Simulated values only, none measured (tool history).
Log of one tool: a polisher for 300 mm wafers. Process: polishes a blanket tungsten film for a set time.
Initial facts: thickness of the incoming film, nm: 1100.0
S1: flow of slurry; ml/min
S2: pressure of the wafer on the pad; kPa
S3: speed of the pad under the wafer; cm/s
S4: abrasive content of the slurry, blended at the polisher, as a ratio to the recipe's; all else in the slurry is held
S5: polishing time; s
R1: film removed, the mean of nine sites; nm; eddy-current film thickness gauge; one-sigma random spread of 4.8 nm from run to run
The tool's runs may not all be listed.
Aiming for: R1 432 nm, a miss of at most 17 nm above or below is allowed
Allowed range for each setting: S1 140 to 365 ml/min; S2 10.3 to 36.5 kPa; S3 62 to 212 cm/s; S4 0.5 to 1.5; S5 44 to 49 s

run	hour	S1	S2	S3	S4	S5	R1
1	0	235	23.4	136	1	49	259.97
2	5	180	23.4	136	1	49	244.7
3	6.1	200	26.9	138	1	49	291.54
4	14.1	215	29.6	138	1	49	320.47
5	21.7	215	24.1	138	1	49	271.69
6	22.5	235	27.6	140	1	49	313.17
7	30.5	250	29.6	140	1	49	335.52
# hour 31.5: slurry nozzle cleaned
8	31.5	255	31.7	140	1	49	362.76
9	38.5	260	33.1	140	1	49	384.37
10	42.3	265	33.8	140	1	49	393.71

5 candidate next runs follow, results not yet known. Just one meets every target within its allowed miss. Identify it.
A	46.1	195	26.9	178	1.05	45	?
B	46.1	320	33.1	144	1.25	49	?
C	46.1	250	34.5	136	1.05	46	?
D	46.1	250	36.5	130	0.9	49	?
E	46.1	235	33.8	130	0.9	48	?

move	R1
A	365.71
B	429.08
C	370.24
D	381.88
E	345.75
A: moves away from the targets compared with the last run
B: all results in spec
C: moves away from the targets compared with the last run
D: moves away from the targets compared with the last run
E: moves away from the targets compared with the last run
The right move is B.
